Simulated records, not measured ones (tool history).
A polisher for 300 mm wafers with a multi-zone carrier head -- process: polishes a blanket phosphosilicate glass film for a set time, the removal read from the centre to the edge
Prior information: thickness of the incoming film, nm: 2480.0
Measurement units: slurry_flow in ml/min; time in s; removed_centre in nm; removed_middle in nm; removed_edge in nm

run	hour	slurry_flow	centre_zone	middle_zone	edge_zone	slurry_solids	time	removed_centre	removed_middle	removed_edge
1	0	250	1	1	1	1	51	230.64	227.08	235.84
2	7.5	250	1	1	1.05	1	51	225.52	233.4	242.16
3	11.8	250	1	0.94	1.05	1	51	233.95	215.63	241.84
4	15.9	255	1.01	0.97	1.07	1.1	52	249.73	237.13	260.54
5	18	255	1.01	0.97	1.07	1.1	40	188.22	180.45	204.28
6	20.9	255	1.01	1.03	1.07	1.1	40	192.71	194.06	201.62
7	28.9	255	1.01	1.03	1.07	1.1	40	189.73	197.23	202.8

What will run 8 give?
8	35.2	260	1	1.04	1.09	1.2	44	?	?	?

Run 8 measured removed_centre 219.17 nm, removed_middle 233.45 nm, removed_edge 237.29 nm.
